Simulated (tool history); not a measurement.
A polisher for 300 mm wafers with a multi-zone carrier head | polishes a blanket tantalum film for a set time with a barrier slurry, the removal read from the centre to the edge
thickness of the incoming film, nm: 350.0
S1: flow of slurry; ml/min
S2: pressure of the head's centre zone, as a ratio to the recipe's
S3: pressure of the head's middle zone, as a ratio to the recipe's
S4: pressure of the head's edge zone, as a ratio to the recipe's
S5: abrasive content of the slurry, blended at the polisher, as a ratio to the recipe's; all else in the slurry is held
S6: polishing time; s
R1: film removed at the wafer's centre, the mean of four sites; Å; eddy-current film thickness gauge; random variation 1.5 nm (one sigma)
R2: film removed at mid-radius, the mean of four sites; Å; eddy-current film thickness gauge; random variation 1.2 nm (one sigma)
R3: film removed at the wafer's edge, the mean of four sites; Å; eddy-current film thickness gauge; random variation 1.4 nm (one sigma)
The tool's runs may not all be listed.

run 1 hour=0 | S1=235 S2=1 S3=1 S4=1 S5=1 S6=82 | R1=1127.8 R2=1108.7 R3=1134.3
run 2 hour=2.6 | S1=235 S2=1 S3=0.97 S4=1 S5=1 S6=82 | R1=1102.3 R2=1090.3 R3=1143.9
run 3 hour=5.8 | S1=235 S2=1 S3=0.91 S4=1 S5=1 S6=82 | R1=1126.3 R2=1038.1 R3=1126.6
run 4 hour=7.1 | S1=240 S2=1.04 S3=0.9 S4=1.05 S5=1.1 S6=83 | R1=1216.2 R2=1068.2 R3=1218.5
run 5 hour=12 | S1=240 S2=1.04 S3=0.96 S4=1.05 S5=1.1 S6=83 | R1=1181.7 R2=1140.1 R3=1238.4
run 6 hour=18.1 | S1=250 S2=1.09 S3=0.93 S4=1.06 S5=1.15 S6=83 | R1=1277.6 R2=1114.7 R3=1224

The next listed run, before its measurement:
run 7 hour=20.2 | S1=255 S2=1.11 S3=0.91 S4=1.09 S5=1.2 S6=83 | R1=? R2=? R3=?

R1: 1337.5 Å
R2: 1114.7 Å
R3: 1268.1 Å
